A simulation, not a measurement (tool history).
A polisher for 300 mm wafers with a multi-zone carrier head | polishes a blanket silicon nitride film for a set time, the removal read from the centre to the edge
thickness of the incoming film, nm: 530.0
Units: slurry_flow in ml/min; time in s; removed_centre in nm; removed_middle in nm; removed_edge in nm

run	hour	slurry_flow	centre_zone	middle_zone	edge_zone	time	removed_centre	removed_middle	removed_edge
1	0.0	160	1.00	1.00	1.00	61	144.74	144.84	141.92
2	1.4	160	1.00	1.00	0.92	61	144.57	150.42	135.35
3	6.9	145	1.00	1.00	0.92	61	141.20	147.25	133.98
4	15.6	150	0.99	1.00	0.96	64	148.71	154.56	141.66
5	20.3	165	0.97	0.99	1.00	66	153.40	160.05	157.35
6	23.9	165	0.97	0.99	1.00	77	178.13	189.14	180.59

Forecast run 7:
7	26.2	165	0.97	0.99	1.00	77	?	?	?

Run 7 gave removed_centre 183.70 nm, removed_middle 188.24 nm, removed_edge 182.15 nm.

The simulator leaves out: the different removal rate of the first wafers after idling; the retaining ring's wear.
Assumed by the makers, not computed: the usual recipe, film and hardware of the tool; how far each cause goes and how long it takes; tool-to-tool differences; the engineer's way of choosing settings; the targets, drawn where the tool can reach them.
